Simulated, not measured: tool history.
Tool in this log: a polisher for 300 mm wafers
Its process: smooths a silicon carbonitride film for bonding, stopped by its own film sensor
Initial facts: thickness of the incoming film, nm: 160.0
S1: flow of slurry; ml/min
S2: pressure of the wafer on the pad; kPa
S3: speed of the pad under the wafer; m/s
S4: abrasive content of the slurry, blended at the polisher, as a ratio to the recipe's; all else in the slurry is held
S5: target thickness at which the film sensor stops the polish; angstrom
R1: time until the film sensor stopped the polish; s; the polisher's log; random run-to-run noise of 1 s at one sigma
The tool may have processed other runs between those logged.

| run | hour | S1 | S2 | S3 | S4 | S5 | R1 |
|---|---|---|---|---|---|---|---|
| 1 | 0 | 185 | 11.7 | 1.06 | 1 | 1460 | 55.882 |
| 2 | 5 | 185 | 11.7 | 1.06 | 1.1 | 1460 | 54.912 |
| 3 | 7.9 | 185 | 11.7 | 1.06 | 0.95 | 1460 | 58.639 |
| 4 | 13.6 | 185 | 11.7 | 1.22 | 0.95 | 1460 | 50.935 |
| 5 | 22 | 185 | 11.7 | 1 | 0.95 | 1460 | 60.04 |
| 6 | 27.1 | 180 | 9.7 | 0.98 | 0.95 | 1460 | 74.373 |
| 7 | 30.4 | 175 | 8.3 | 0.98 | 0.95 | 1460 | 85.829 |
| 8 | 35.9 | 170 | 7.6 | 0.98 | 0.95 | 1460 | 93.566 |

Estimate the outcome of run 9 from the log above:
|  | 40.2 | slurry nozzle cleaned |
| 9 | 40.2 | 160 | 7.6 | 0.98 | 0.95 | 1460 | ? |

R1: 90.28 s

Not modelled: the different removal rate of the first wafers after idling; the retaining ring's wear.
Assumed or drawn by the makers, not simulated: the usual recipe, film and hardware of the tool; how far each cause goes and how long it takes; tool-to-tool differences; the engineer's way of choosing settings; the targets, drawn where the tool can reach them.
